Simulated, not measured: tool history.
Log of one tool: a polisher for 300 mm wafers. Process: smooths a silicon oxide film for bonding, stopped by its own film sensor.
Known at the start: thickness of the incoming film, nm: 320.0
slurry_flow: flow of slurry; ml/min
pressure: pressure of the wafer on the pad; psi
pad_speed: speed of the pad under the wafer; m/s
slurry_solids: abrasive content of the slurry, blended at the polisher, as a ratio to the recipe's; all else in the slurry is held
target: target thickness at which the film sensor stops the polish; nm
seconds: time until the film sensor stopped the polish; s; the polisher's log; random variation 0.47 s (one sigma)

{"run": 1, "day": 0.0, "slurry_flow": 125, "pressure": 2.0, "pad_speed": 1.02, "slurry_solids": 1.0, "target": 260, "seconds": 75.394}
{"run": 2, "day": 0.2, "slurry_flow": 125, "pressure": 2.0, "pad_speed": 1.02, "slurry_solids": 1.0, "target": 257, "seconds": 79.56}
{"run": 3, "day": 0.279, "slurry_flow": 125, "pressure": 2.0, "pad_speed": 0.82, "slurry_solids": 1.0, "target": 257, "seconds": 94.779}
{"run": 4, "day": 0.421, "slurry_flow": 125, "pressure": 2.0, "pad_speed": 0.82, "slurry_solids": 1.1, "target": 257, "seconds": 90.963}
{"run": 5, "day": 0.779, "slurry_flow": 125, "pressure": 2.0, "pad_speed": 0.58, "slurry_solids": 1.1, "target": 257, "seconds": 119.21}
{"run": 6, "day": 0.967, "slurry_flow": 135, "pressure": 2.2, "pad_speed": 0.6, "slurry_solids": 1.1, "target": 257, "seconds": 103.11}
{"run": 7, "day": 1.238, "slurry_flow": 140, "pressure": 2.4, "pad_speed": 0.62, "slurry_solids": 1.1, "target": 257, "seconds": 91.285}
{"day": 1.604, "done": "slurry nozzle cleaned"}
{"run": 8, "day": 1.604, "slurry_flow": 145, "pressure": 2.6, "pad_speed": 0.64, "slurry_solids": 1.1, "target": 257, "seconds": 81.358}

Forecast run 9:
{"run": 9, "day": 1.942, "slurry_flow": 145, "pressure": 2.6, "pad_speed": 0.64, "slurry_solids": 1.1, "target": 257, "seconds": "?"}

Run 9 gave seconds 80.251 s.
